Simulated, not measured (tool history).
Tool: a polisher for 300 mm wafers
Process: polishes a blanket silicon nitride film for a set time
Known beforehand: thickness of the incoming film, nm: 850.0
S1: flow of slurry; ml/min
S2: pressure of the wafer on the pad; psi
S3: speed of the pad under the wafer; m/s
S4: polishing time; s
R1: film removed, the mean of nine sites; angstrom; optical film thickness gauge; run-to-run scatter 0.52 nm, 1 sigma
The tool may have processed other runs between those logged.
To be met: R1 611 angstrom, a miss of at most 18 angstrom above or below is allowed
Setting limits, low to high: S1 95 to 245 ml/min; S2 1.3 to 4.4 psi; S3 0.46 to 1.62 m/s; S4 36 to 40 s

{"run": 1, "day": 0.0, "S1": 155, "S2": 2.8, "S3": 1.04, "S4": 40, "R1": 473.42}
{"run": 2, "day": 0.096, "S1": 160, "S2": 2.9, "S3": 1.04, "S4": 40, "R1": 493.12}
{"run": 3, "day": 0.296, "S1": 185, "S2": 2.9, "S3": 1.04, "S4": 40, "R1": 503.64}
{"run": 4, "day": 0.617, "S1": 190, "S2": 3, "S3": 1.04, "S4": 40, "R1": 522.61}
{"run": 5, "day": 0.646, "S1": 190, "S2": 3.1, "S3": 1.04, "S4": 40, "R1": 531.14}
{"run": 6, "day": 0.688, "S1": 190, "S2": 3.2, "S3": 1.04, "S4": 40, "R1": 548.58}
{"run": 7, "day": 0.938, "S1": 190, "S2": 3.3, "S3": 1.04, "S4": 40, "R1": 572.56}
{"run": 8, "day": 1.192, "S1": 195, "S2": 3.4, "S3": 1.04, "S4": 40, "R1": 583.26}

4 next moves are on the table. One of them brings every result within its allowed miss. Which?
{"run": "A", "day": 1.446, "S1": 200, "S2": 3.8, "S3": 1.04, "S4": 40, "R1": "?"}
{"run": "B", "day": 1.446, "S1": 185, "S2": 3.7, "S3": 1.1, "S4": 40, "R1": "?"}
{"run": "C", "day": 1.446, "S1": 200, "S2": 3.7, "S3": 1.1, "S4": 39, "R1": "?"}
{"run": "D", "day": 1.446, "S1": 205, "S2": 3.6, "S3": 1, "S4": 40, "R1": "?"}

move=A R1=647.39
move=B R1=652.99
move=C R1=643.19
move=D R1=596.95
A: moves the result that the last run missed by most past its target, out the other side
B: moves the result that the last run missed by most past its target, out the other side
C: moves the result that the last run missed by most past its target, out the other side
D: every result within its allowed miss
Answer: D

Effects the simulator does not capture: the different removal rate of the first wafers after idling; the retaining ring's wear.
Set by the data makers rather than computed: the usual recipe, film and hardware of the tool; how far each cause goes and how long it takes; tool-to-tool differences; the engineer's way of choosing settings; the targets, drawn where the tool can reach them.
